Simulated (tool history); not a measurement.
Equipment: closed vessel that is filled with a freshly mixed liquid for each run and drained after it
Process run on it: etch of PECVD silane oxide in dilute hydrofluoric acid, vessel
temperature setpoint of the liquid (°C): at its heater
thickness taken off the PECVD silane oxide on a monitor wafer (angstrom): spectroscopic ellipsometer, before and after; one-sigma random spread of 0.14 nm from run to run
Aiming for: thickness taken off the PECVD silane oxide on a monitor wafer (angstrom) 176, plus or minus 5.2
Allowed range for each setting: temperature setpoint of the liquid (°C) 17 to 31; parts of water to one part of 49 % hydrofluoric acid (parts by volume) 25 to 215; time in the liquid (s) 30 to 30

run	hour	temperature setpoint of the liquid (°C)	parts of water to one part of 49 % hydrofluoric acid (parts by volume)	time in the liquid (s)	thickness taken off the PECVD silane oxide on a monitor wafer (angstrom)
1	0	23	120	30	81.346
2	7.7	23	120	30	80.116
3	15.9	24.5	120	30	85.264
4	19.1	24.5	135	30	74.391
5	23.1	26.5	110	30	101.76
6	28.5	26.5	110	30	103.11
7	34.4	28	95	30	127.12
8	39.7	29	90	30	141.89
9	47.4	29.5	85	30	152.53
10	50.9	31	75	30	185.64
11	57.1	30.5	75	30	184.25

Below are 4 possible settings for the next run. Only one of them brings all results inside the allowed miss of their targets. Which is it?
A	63.3	31	75	30	?
B	63.3	30.5	70	30	?
C	63.3	28.5	65	30	?
D	63.3	31	80	30	?

move	thickness taken off the PECVD silane oxide on a monitor wafer (angstrom)
A	185.78
B	196.67
C	197.21
D	172.91
A: moves away from the targets compared with the last run
B: moves away from the targets compared with the last run
C: moves away from the targets compared with the last run
D: all results in spec
D meets every target.
